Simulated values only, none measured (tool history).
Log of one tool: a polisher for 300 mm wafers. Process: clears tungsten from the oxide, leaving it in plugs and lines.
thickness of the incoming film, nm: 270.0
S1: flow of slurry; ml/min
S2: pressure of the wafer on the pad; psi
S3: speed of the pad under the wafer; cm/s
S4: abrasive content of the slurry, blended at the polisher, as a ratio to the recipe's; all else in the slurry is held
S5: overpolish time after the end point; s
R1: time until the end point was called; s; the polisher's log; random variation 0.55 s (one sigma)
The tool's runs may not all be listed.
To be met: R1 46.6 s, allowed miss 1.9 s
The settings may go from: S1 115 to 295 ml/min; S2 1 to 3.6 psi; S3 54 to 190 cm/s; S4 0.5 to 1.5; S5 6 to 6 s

run,hour,S1,S2,S3,S4,S5,R1
1,0,190,2.3,122,1,6,84.482
2,8.7,190,2.5,122,1,6,78.716
3,10.5,230,2.5,122,1,6,74.399
4,13.4,230,2.5,122,1.1,6,74.388
5,16.6,230,2.7,122,1.1,6,67.376
6,21.3,230,2.8,122,1.1,6,66.773
7,22.7,235,2.9,124,1.1,6,62.897
8,25.8,235,3,124,1.1,6,59.99
9,27.4,235,3.1,124,1.1,6,58.375
10,33.2,235,3.2,124,1.1,6,55.843
11,34.1,235,3.3,124,1.1,6,55.421
12,38.5,240,3.4,126,1.1,6,51.97
13,44,240,3.4,126,1.1,6,52.683

5 next moves are on the table. One of them brings every result within its allowed miss. Which?
A,49.5,205,3.4,114,1.05,6,?
B,49.5,235,3.5,138,1.1,6,?
C,49.5,215,3.6,156,0.9,6,?
D,49.5,275,3.6,142,1.25,6,?
E,49.5,250,3.4,110,1.25,6,?

move,R1
A,58.927
B,45.861
C,42.31
D,40.969
E,56.335
A: further off than the last run
B: meets every target
C: takes the result that was furthest off past its target
D: takes the result that was furthest off past its target
E: further off than the last run
Answer: B
